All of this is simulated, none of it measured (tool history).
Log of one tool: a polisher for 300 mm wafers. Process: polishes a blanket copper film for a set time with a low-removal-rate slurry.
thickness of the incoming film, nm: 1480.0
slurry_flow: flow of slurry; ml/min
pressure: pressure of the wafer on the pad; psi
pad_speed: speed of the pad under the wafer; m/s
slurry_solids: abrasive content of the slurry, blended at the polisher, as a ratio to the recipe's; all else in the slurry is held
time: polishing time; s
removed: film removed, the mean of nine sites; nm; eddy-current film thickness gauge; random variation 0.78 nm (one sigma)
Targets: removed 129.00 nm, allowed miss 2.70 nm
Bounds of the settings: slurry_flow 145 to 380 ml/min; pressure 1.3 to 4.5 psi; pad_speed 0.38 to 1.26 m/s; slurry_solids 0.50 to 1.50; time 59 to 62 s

run	day	slurry_flow	pressure	pad_speed	slurry_solids	time	removed
1	0.000	245	2.9	0.82	1.00	59	152.47
2	0.308	245	2.9	0.94	1.00	59	172.85
3	0.392	240	2.8	0.94	1.00	59	167.88
4	0.633	240	2.7	0.94	1.00	59	162.97
5	0.867	240	2.6	0.94	1.00	59	159.69
6	0.929	240	2.6	0.82	1.00	59	138.41
7	1.142	230	2.5	0.82	1.00	59	133.18
8	1.325	220	2.5	0.82	1.00	59	132.44

5 next moves are on the table. One of them brings every result within its allowed miss. Which?
A	1.508	210	2.4	0.92	0.90	59	?
B	1.508	280	2.4	0.86	1.10	59	?
C	1.508	250	2.5	0.78	1.00	62	?
D	1.508	235	2.2	0.90	0.95	62	?
E	1.508	285	2.7	0.72	1.00	59	?

move	removed
A	138.74
B	137.92
C	133.22
D	135.08
E	127.17
A: further off than the last run
B: further off than the last run
C: further off than the last run
D: further off than the last run
E: meets every target
Answer: E
